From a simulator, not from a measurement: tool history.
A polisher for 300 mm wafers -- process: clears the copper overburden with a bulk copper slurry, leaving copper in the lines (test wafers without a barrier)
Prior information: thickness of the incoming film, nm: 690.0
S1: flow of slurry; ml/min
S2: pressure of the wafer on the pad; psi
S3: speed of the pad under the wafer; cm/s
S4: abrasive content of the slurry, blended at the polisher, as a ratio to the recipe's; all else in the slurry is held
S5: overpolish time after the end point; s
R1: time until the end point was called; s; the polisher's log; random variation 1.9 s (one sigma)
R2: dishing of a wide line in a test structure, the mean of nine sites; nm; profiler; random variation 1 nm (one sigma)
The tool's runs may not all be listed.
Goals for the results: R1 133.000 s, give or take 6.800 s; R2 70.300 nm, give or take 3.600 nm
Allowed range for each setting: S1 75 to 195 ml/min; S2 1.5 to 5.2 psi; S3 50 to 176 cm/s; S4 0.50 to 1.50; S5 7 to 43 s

{"run": 1, "day": 0.0, "S1": 125, "S2": 3.3, "S3": 112, "S4": 1.0, "S5": 22, "R1": 62.884, "R2": 95.465}
{"run": 2, "day": 0.192, "S1": 120, "S2": 2.8, "S3": 108, "S4": 1.0, "S5": 23, "R1": 74.277, "R2": 92.604}
{"run": 3, "day": 0.446, "S1": 120, "S2": 2.5, "S3": 102, "S4": 1.0, "S5": 22, "R1": 84.328, "R2": 82.529}
{"run": 4, "day": 0.679, "S1": 120, "S2": 2.2, "S3": 96, "S4": 1.0, "S5": 23, "R1": 96.063, "R2": 76.101}
{"run": 5, "day": 0.738, "S1": 140, "S2": 2.2, "S3": 96, "S4": 1.0, "S5": 23, "R1": 94.756, "R2": 79.812}
{"run": 6, "day": 1.05, "S1": 140, "S2": 2.2, "S3": 96, "S4": 0.9, "S5": 23, "R1": 96.537, "R2": 75.732}
{"run": 7, "day": 1.254, "S1": 140, "S2": 2.0, "S3": 92, "S4": 0.9, "S5": 24, "R1": 108.59, "R2": 75.116}
{"run": 8, "day": 1.617, "S1": 125, "S2": 1.5, "S3": 90, "S4": 0.9, "S5": 25, "R1": 137.01, "R2": 65.514}

Next run, 4 choices. One meets every target within its allowed miss, the rest don't. Which?
{"run": "A", "day": 1.979, "S1": 150, "S2": 1.5, "S3": 84, "S4": 0.75, "S5": 31, "R1": "?", "R2": "?"}
{"run": "B", "day": 1.979, "S1": 105, "S2": 1.5, "S3": 108, "S4": 0.55, "S5": 28, "R1": "?", "R2": "?"}
{"run": "C", "day": 1.979, "S1": 110, "S2": 1.5, "S3": 92, "S4": 1.0, "S5": 22, "R1": "?", "R2": "?"}
{"run": "D", "day": 1.979, "S1": 145, "S2": 1.8, "S3": 74, "S4": 0.9, "S5": 36, "R1": "?", "R2": "?"}

move=A R1=144.510 R2=71.105
move=B R1=130.350 R2=71.159
move=C R1=131.840 R2=61.128
move=D R1=141.450 R2=79.195
A: brings the last run's worst result on target, with another outside its allowed miss
B: every result within its allowed miss
C: lands further from the targets than the last run did
D: moves the result that the last run missed by most past its target, out the other side
Go with B: it meets all targets.
